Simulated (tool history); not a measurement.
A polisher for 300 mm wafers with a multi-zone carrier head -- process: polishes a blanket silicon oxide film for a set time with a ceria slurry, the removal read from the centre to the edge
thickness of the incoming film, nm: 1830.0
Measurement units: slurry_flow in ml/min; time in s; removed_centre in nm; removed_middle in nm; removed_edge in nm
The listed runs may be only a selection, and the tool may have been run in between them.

Run 1, day 0: slurry_flow 295 ml/min, centre_zone 1, middle_zone 1, edge_zone 1, time 57 s. Result: removed_centre 187.16 nm, removed_middle 196.17 nm, removed_edge 198.01 nm.
Run 2, day 0.088: slurry_flow 295 ml/min, centre_zone 1, middle_zone 1.07, edge_zone 1, time 57 s. Result: removed_centre 192.22 nm, removed_middle 202.07 nm, removed_edge 198.24 nm.
Run 3, day 0.138: slurry_flow 290 ml/min, centre_zone 0.97, middle_zone 1.06, edge_zone 0.97, time 52 s. Result: removed_centre 166.12 nm, removed_middle 186.2 nm, removed_edge 179.1 nm.
Run 4, day 0.383: slurry_flow 290 ml/min, centre_zone 0.97, middle_zone 1.06, edge_zone 0.92, time 52 s. Result: removed_centre 167.61 nm, removed_middle 186.29 nm, removed_edge 172.78 nm.
Run 5, day 0.729: slurry_flow 290 ml/min, centre_zone 0.97, middle_zone 1.06, edge_zone 0.97, time 52 s. Result: removed_centre 166.29 nm, removed_middle 185.92 nm, removed_edge 176.29 nm.
Run 6, day 0.912: slurry_flow 290 ml/min, centre_zone 0.97, middle_zone 1.13, edge_zone 0.97, time 52 s. Result: removed_centre 165.58 nm, removed_middle 201.6 nm, removed_edge 179.68 nm.
Run 7, day 1.1: slurry_flow 285 ml/min, centre_zone 0.94, middle_zone 1.09, edge_zone 0.94, time 49 s. Result: removed_centre 149.82 nm, removed_middle 179.39 nm, removed_edge 163.32 nm.
Run 8, day 1.396: slurry_flow 280 ml/min, centre_zone 0.92, middle_zone 1.06, edge_zone 0.91, time 48 s. Result: removed_centre 146.36 nm, removed_middle 170.51 nm, removed_edge 158.38 nm.
Run 9, day 1.562: slurry_flow 275 ml/min, centre_zone 0.9, middle_zone 1.04, edge_zone 0.89, time 46 s. Result: removed_centre 133.65 nm, removed_middle 162.72 nm, removed_edge 151.07 nm.

Run 10 is up next; what results do you expect?
Run 10, day 1.888: slurry_flow 265 ml/min, centre_zone 0.92, middle_zone 0.97, edge_zone 0.84, time 40 s. Result: removed_centre ?, removed_middle ?, removed_edge ?.

removed_centre: 119.07 nm
removed_middle: 130.24 nm
removed_edge: 128.75 nm
